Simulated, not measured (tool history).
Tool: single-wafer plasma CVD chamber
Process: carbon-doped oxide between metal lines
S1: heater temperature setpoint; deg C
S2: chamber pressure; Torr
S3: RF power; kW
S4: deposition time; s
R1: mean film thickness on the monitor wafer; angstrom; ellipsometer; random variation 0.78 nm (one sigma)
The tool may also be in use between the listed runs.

| run | hour | S1 | S2 | S3 | S4 | R1 |
|---|---|---|---|---|---|---|
| 1 | 0.0 | 330 | 3.70 | 0.635 | 23.6 | 1566.0 |
| 2 | 3.9 | 330 | 3.70 | 0.580 | 23.6 | 1470.6 |
| 3 | 12.6 | 328 | 3.78 | 0.610 | 23.7 | 1545.4 |
| 4 | 19.0 | 328 | 3.78 | 0.610 | 23.6 | 1532.0 |
| 5 | 23.6 | 337 | 3.78 | 0.610 | 23.6 | 1491.3 |
| 6 | 29.7 | 335 | 3.88 | 0.640 | 23.7 | 1569.3 |
| 7 | 30.4 | 334 | 4.01 | 0.660 | 23.7 | 1628.9 |
| 8 | 39.1 | 333 | 4.15 | 0.665 | 23.7 | 1628.7 |
| 9 | 45.8 | 333 | 4.15 | 0.665 | 23.7 | 1644.3 |
| 10 | 54.2 | 333 | 4.15 | 0.665 | 23.7 | 1642.2 |
| 11 | 62.6 | 332 | 4.25 | 0.675 | 23.7 | 1657.5 |

Forecast run 12:
| 12 | 71.4 | 331 | 4.27 | 0.685 | 23.7 | ? |

Run 12 gave R1 1686.1 angstrom.
